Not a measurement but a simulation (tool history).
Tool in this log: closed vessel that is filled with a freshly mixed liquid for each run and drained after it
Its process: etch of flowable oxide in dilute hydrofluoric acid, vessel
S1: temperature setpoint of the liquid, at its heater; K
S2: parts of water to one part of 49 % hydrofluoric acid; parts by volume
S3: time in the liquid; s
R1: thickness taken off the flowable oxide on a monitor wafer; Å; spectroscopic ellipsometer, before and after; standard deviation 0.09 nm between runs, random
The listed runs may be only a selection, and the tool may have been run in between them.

{"run": 1, "hour": 0.0, "S1": 296.15, "S2": 240, "S3": 100, "R1": 78.859}
{"run": 2, "hour": 3.3, "S1": 294.15, "S2": 240, "S3": 100, "R1": 73.277}
{"run": 3, "hour": 5.5, "S1": 295.65, "S2": 240, "S3": 100, "R1": 78.192}
{"run": 4, "hour": 10.6, "S1": 293.65, "S2": 240, "S3": 100, "R1": 73.615}
{"run": 5, "hour": 14.4, "S1": 293.65, "S2": 180, "S3": 100, "R1": 102.12}
{"run": 6, "hour": 19.6, "S1": 293.65, "S2": 115, "S3": 100, "R1": 172.82}

Run 7, settings as shown, results not yet in. Your forecast:
{"run": 7, "hour": 28.0, "S1": 292.65, "S2": 135, "S3": 100, "R1": "?"}

R1: 136.06 Å
